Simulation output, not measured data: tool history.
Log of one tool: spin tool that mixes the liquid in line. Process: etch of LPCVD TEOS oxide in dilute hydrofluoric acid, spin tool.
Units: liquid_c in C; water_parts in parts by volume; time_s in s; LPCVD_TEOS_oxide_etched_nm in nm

{"run": 1, "hour": 0.0, "liquid_c": 23.0, "water_parts": 230, "time_s": 240, "LPCVD_TEOS_oxide_etched_nm": 20.786}
{"run": 2, "hour": 7.9, "liquid_c": 23.0, "water_parts": 150, "time_s": 240, "LPCVD_TEOS_oxide_etched_nm": 34.104}
{"run": 3, "hour": 15.8, "liquid_c": 21.5, "water_parts": 180, "time_s": 240, "LPCVD_TEOS_oxide_etched_nm": 25.953}
{"run": 4, "hour": 21.5, "liquid_c": 21.5, "water_parts": 180, "time_s": 240, "LPCVD_TEOS_oxide_etched_nm": 25.89}
{"run": 5, "hour": 25.4, "liquid_c": 20.5, "water_parts": 200, "time_s": 240, "LPCVD_TEOS_oxide_etched_nm": 22.189}
{"run": 6, "hour": 31.7, "liquid_c": 19.5, "water_parts": 215, "time_s": 240, "LPCVD_TEOS_oxide_etched_nm": 19.569}
{"run": 7, "hour": 35.5, "liquid_c": 19.0, "water_parts": 225, "time_s": 240, "LPCVD_TEOS_oxide_etched_nm": 18.314}
{"run": 8, "hour": 37.0, "liquid_c": 19.0, "water_parts": 225, "time_s": 240, "LPCVD_TEOS_oxide_etched_nm": 17.93}
{"run": 9, "hour": 40.0, "liquid_c": 18.5, "water_parts": 235, "time_s": 240, "LPCVD_TEOS_oxide_etched_nm": 16.915}

Run 10 comes next. What will it give?
{"run": 10, "hour": 46.8, "liquid_c": 18.0, "water_parts": 240, "time_s": 240, "LPCVD_TEOS_oxide_etched_nm": "?"}

LPCVD_TEOS_oxide_etched_nm: 16.201 nm
